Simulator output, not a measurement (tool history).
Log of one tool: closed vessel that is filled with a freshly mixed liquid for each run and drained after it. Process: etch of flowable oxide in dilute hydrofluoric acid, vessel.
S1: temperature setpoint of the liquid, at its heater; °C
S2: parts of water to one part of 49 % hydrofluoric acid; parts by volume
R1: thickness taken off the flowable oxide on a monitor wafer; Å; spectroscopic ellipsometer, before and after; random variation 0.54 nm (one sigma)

{"run": 1, "hour": 0.0, "S1": 22.0, "S2": 70, "time in the liquid (s)": 95, "R1": 430.51}
{"run": 2, "hour": 2.6, "S1": 22.0, "S2": 70, "time in the liquid (s)": 95, "R1": 433.55}
{"run": 3, "hour": 10.0, "S1": 22.0, "S2": 90, "time in the liquid (s)": 95, "R1": 328.66}
{"run": 4, "hour": 18.9, "S1": 24.0, "S2": 75, "time in the liquid (s)": 95, "R1": 439.26}
{"run": 5, "hour": 27.2, "S1": 24.0, "S2": 55, "time in the liquid (s)": 95, "R1": 613.7}
{"run": 6, "hour": 34.3, "S1": 21.0, "S2": 55, "time in the liquid (s)": 95, "R1": 539.43}
{"run": 7, "hour": 35.2, "S1": 23.5, "S2": 55, "time in the liquid (s)": 95, "R1": 598.23}
{"run": 8, "hour": 41.9, "S1": 25.0, "S2": 55, "time in the liquid (s)": 95, "R1": 639.4}
{"run": 9, "hour": 46.5, "S1": 26.5, "S2": 55, "time in the liquid (s)": 95, "R1": 674.98}

Run 10 comes next. What will it give?
{"run": 10, "hour": 48.4, "S1": 27.5, "S2": 55, "time in the liquid (s)": 95, "R1": "?"}

R1: 712.66 Å
